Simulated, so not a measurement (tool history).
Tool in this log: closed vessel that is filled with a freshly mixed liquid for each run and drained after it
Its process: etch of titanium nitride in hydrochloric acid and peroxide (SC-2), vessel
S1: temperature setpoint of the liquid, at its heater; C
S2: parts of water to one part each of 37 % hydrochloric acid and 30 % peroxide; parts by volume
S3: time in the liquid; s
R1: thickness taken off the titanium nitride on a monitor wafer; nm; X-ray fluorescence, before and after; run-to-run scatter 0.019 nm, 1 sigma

run	day	S1	S2	S3	R1
1	0.000	46.0	6	350	5.8591
2	0.083	39.5	6	350	3.7064
3	0.338	39.0	6	350	3.5717
4	0.588	39.0	6	350	3.5558
5	0.929	35.0	6	350	2.6601
6	1.158	35.0	6	350	2.6577
7	1.325	36.0	6	350	2.8758
8	1.617	36.5	6	350	2.9671

Run 9 has not been measured yet. What should we expect?
9	1.912	37.0	6	350	?

R1: 3.1046 nm
